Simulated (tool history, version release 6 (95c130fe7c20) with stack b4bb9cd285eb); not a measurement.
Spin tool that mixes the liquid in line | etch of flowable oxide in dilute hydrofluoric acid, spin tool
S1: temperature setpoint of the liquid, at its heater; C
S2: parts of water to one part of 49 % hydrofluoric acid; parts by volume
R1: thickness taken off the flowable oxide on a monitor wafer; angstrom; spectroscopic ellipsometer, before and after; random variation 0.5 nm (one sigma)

run 1 hour=0 | S1=20 S2=85 time_under_the_liquid_(s)=50 | R1=285.35
run 2 hour=8 | S1=22.5 S2=75 time_under_the_liquid_(s)=50 | R1=364.17
run 3 hour=11.8 | S1=24 S2=65 time_under_the_liquid_(s)=50 | R1=454.13
run 4 hour=16.3 | S1=25.5 S2=60 time_under_the_liquid_(s)=50 | R1=519.71
run 5 hour=18.3 | S1=26.5 S2=60 time_under_the_liquid_(s)=50 | R1=534.29
run 6 hour=20.2 | S1=27 S2=60 time_under_the_liquid_(s)=50 | R1=552.06

Run 7 comes next. What will it give?
run 7 hour=21.9 | S1=27.5 S2=60 time_under_the_liquid_(s)=50 | R1=?

R1: 558.31 angstrom
